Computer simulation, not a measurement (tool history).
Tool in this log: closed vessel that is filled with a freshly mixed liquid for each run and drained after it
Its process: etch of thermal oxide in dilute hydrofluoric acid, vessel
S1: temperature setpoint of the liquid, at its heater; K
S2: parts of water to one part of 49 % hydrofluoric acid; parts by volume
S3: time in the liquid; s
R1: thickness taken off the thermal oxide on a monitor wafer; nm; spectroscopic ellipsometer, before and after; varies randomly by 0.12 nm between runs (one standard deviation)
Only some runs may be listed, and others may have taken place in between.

run	day	S1	S2	S3	R1
1	0	296.15	240	595	10.192
2	0.046	293.15	240	595	9.126
3	0.412	293.15	240	595	9.1535
4	0.746	293.15	275	595	7.6584
5	0.796	294.15	260	595	8.5109
6	1.158	295.15	245	595	9.4993

Run 7 has not been measured yet. What should we expect?
7	1.488	296.15	230	595	?

R1: 10.674 nm
